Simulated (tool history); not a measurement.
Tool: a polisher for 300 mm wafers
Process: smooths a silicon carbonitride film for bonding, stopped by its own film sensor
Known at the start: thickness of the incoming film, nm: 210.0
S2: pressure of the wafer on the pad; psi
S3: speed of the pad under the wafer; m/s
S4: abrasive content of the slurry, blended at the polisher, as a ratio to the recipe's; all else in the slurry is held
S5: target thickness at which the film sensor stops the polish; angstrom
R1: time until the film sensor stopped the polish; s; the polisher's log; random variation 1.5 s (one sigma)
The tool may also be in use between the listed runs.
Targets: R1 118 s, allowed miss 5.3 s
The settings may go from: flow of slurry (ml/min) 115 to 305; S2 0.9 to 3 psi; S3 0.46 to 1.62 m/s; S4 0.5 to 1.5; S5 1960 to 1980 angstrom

Run 1, hour 0: flow of slurry (ml/min) 195, S2 1.9 psi, S3 1.04 m/s, S4 1, S5 1960 angstrom. Result: R1 52.049 s.
Run 2, hour 4.9: flow of slurry (ml/min) 235, S2 1.9 psi, S3 1.04 m/s, S4 1, S5 1960 angstrom. Result: R1 52.808 s.
Run 3, hour 11.8: flow of slurry (ml/min) 235, S2 1.9 psi, S3 0.92 m/s, S4 1, S5 1960 angstrom. Result: R1 55.57 s.
Run 4, hour 17.2: flow of slurry (ml/min) 235, S2 1.9 psi, S3 0.78 m/s, S4 1, S5 1960 angstrom. Result: R1 64.258 s.
Run 5, hour 24.9: flow of slurry (ml/min) 235, S2 1.6 psi, S3 0.74 m/s, S4 1, S5 1960 angstrom. Result: R1 76.445 s.
Run 6, hour 27.4: flow of slurry (ml/min) 235, S2 1.4 psi, S3 0.7 m/s, S4 1, S5 1960 angstrom. Result: R1 88.154 s.
Run 7, hour 29.5: flow of slurry (ml/min) 235, S2 1.3 psi, S3 0.68 m/s, S4 1, S5 1960 angstrom. Result: R1 97.38 s.
Run 8, hour 34.8: flow of slurry (ml/min) 235, S2 1.2 psi, S3 0.68 m/s, S4 1, S5 1960 angstrom. Result: R1 99.373 s.
Run 9, hour 38.3: flow of slurry (ml/min) 235, S2 1.2 psi, S3 0.68 m/s, S4 1, S5 1960 angstrom. Result: R1 101.18 s.

5 next moves are on the table. One of them brings every result within its allowed miss. Which?
Run A, hour 41.8: flow of slurry (ml/min) 230, S2 1.2 psi, S3 0.58 m/s, S4 0.9, S5 1960 angstrom. Result: R1 ?.
Run B, hour 41.8: flow of slurry (ml/min) 260, S2 1 psi, S3 1.02 m/s, S4 1.05, S5 1960 angstrom. Result: R1 ?.
Run C, hour 41.8: flow of slurry (ml/min) 270, S2 1.1 psi, S3 0.58 m/s, S4 0.95, S5 1980 angstrom. Result: R1 ?.
Run D, hour 41.8: flow of slurry (ml/min) 240, S2 1.1 psi, S3 0.76 m/s, S4 1.1, S5 1960 angstrom. Result: R1 ?.
Run E, hour 41.8: flow of slurry (ml/min) 265, S2 1.1 psi, S3 0.82 m/s, S4 1.1, S5 1960 angstrom. Result: R1 ?.

move      R1
   A  118.81
   B  80.666
   C  104.72
   D  95.281
   E  88.834
A: meets every target
B: further off than the last run
C: nearer than the last run, and not there yet
D: further off than the last run
E: further off than the last run
The right move is A.
